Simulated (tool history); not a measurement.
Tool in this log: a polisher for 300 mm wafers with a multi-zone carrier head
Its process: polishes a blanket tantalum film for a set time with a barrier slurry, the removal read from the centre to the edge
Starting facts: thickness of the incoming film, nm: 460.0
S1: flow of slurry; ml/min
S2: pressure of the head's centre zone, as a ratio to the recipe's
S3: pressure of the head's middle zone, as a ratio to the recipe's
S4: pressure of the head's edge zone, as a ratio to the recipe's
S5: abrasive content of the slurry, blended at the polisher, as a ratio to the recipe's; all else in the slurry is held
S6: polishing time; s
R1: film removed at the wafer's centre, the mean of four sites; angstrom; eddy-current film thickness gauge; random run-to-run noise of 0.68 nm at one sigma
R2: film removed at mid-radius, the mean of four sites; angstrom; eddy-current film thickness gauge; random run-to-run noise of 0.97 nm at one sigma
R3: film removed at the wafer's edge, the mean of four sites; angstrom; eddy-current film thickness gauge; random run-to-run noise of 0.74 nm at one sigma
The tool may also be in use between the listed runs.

Run 1, day 0: S1 255 ml/min, S2 1, S3 1, S4 1, S5 1, S6 54 s. Result: R1 825.71 angstrom, R2 824.63 angstrom, R3 823.24 angstrom.
Run 2, day 0.229: S1 225 ml/min, S2 1, S3 1, S4 1, S5 1, S6 54 s. Result: R1 809.63 angstrom, R2 796.83 angstrom, R3 811.71 angstrom.
Run 3, day 0.433: S1 185 ml/min, S2 1, S3 1, S4 1, S5 1, S6 54 s. Result: R1 788.41 angstrom, R2 788.64 angstrom, R3 795.29 angstrom.
Run 4, day 0.575: S1 185 ml/min, S2 1, S3 1, S4 1, S5 0.85, S6 54 s. Result: R1 749.89 angstrom, R2 745.46 angstrom, R3 759.41 angstrom.
Run 5, day 0.646: S1 185 ml/min, S2 1, S3 1, S4 0.94, S5 0.85, S6 54 s. Result: R1 758.46 angstrom, R2 750.51 angstrom, R3 738.41 angstrom.
Run 6, day 0.996: S1 215 ml/min, S2 1.04, S3 1, S4 0.98, S5 0.95, S6 54 s. Result: R1 821.31 angstrom, R2 802.98 angstrom, R3 791.53 angstrom.
Run 7, day 1.221: S1 245 ml/min, S2 1.07, S3 0.97, S4 1, S5 1, S6 54 s. Result: R1 876.71 angstrom, R2 790.23 angstrom, R3 810.35 angstrom.
Run 8, day 1.338: S1 285 ml/min, S2 1.17, S3 1.02, S4 1.1, S5 1.25, S6 55 s. Result: R1 1061.2 angstrom, R2 926.11 angstrom, R3 943.74 angstrom.
Run 9, day 1.488: S1 295 ml/min, S2 1.17, S3 1.01, S4 1.11, S5 1.25, S6 55 s. Result: R1 1059.1 angstrom, R2 912.34 angstrom, R3 940.57 angstrom.
Run 10, day 1.612: S1 295 ml/min, S2 1.17, S3 1.01, S4 1.11, S5 1.25, S6 55 s. Result: R1 1051.7 angstrom, R2 915.39 angstrom, R3 917.81 angstrom.
Run 11, day 1.771: S1 290 ml/min, S2 1.17, S3 1, S4 1.12, S5 1.3, S6 55 s. Result: R1 1075.3 angstrom, R2 908.1 angstrom, R3 936.84 angstrom.
Run 12, day 1.8: S1 290 ml/min, S2 1.17, S3 1, S4 1.14, S5 1.3, S6 55 s. Result: R1 1069.5 angstrom, R2 890.14 angstrom, R3 945.64 angstrom.
Run 13, day 1.888: S1 295 ml/min, S2 1.17, S3 1, S4 1.15, S5 1.3, S6 55 s. Result: R1 1072.7 angstrom, R2 907.02 angstrom, R3 968.38 angstrom.
Run 14, day 1.983: S1 300 ml/min, S2 1.17, S3 1, S4 1.15, S5 1.3, S6 55 s. Result: R1 1088.5 angstrom, R2 903.5 angstrom, R3 950.51 angstrom.
Run 15, day 2.308: S1 295 ml/min, S2 1.17, S3 1, S4 1.16, S5 1.3, S6 55 s. Result: R1 1074.3 angstrom, R2 904.59 angstrom, R3 969.56 angstrom.
Run 16, day 2.6: S1 305 ml/min, S2 1.17, S3 1, S4 1.16, S5 1.3, S6 55 s. Result: R1 1074.4 angstrom, R2 908.63 angstrom, R3 973.65 angstrom.
Run 17, day 2.733: S1 310 ml/min, S2 1.17, S3 1, S4 1.16, S5 1.3, S6 55 s. Result: R1 1075.3 angstrom, R2 910.21 angstrom, R3 972.21 angstrom.
Run 18, day 2.862: S1 315 ml/min, S2 1.17, S3 1, S4 1.16, S5 1.3, S6 55 s. Result: R1 1074.6 angstrom, R2 910.59 angstrom, R3 963.97 angstrom.
Run 19, day 3.079: S1 315 ml/min, S2 1.18, S3 0.99, S4 1.17, S5 1.35, S6 55 s. Result: R1 1102 angstrom, R2 926.33 angstrom, R3 977.04 angstrom.
Run 20, day 3.233: S1 310 ml/min, S2 1.18, S3 0.98, S4 1.17, S5 1.35, S6 55 s. Result: R1 1103.2 angstrom, R2 899.32 angstrom, R3 978.84 angstrom.
Run 21, day 3.442: S1 315 ml/min, S2 1.18, S3 0.98, S4 1.17, S5 1.35, S6 55 s. Result: R1 1092.2 angstrom, R2 894.95 angstrom, R3 986.52 angstrom.

What will run 22 give?
Run 22, day 3.462: S1 310 ml/min, S2 1.18, S3 0.98, S4 1.16, S5 1.35, S6 55 s. Result: R1 ?, R2 ?, R3 ?.

R1: 1085.2 angstrom
R2: 920.12 angstrom
R3: 983.01 angstrom
